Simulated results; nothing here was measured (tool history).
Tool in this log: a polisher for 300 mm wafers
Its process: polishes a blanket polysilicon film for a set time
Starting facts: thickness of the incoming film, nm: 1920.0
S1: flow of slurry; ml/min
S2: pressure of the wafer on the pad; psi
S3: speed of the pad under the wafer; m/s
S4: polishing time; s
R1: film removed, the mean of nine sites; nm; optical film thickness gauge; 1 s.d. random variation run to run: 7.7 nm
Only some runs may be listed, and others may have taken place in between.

run 1 day=0.000 | S1=265 S2=1.9 S3=1.26 S4=84 | R1=490.24
run 2 day=0.129 | S1=290 S2=1.9 S3=1.26 S4=84 | R1=500.01
run 3 day=0.196 | S1=235 S2=1.9 S3=1.26 S4=84 | R1=486.34
run 4 day=0.392 | S1=235 S2=2.0 S3=1.26 S4=84 | R1=506.84
run 5 day=0.438 | S1=240 S2=2.1 S3=1.26 S4=84 | R1=540.86
run 6 day=0.658 | S1=185 S2=2.1 S3=1.26 S4=84 | R1=525.11
run 7 day=0.833 | S1=185 S2=2.2 S3=1.26 S4=84 | R1=550.73

Forecast run 8:
run 8 day=0.867 | S1=185 S2=2.3 S3=1.26 S4=84 | R1=?

Logged for run 8: R1 568.02 nm.
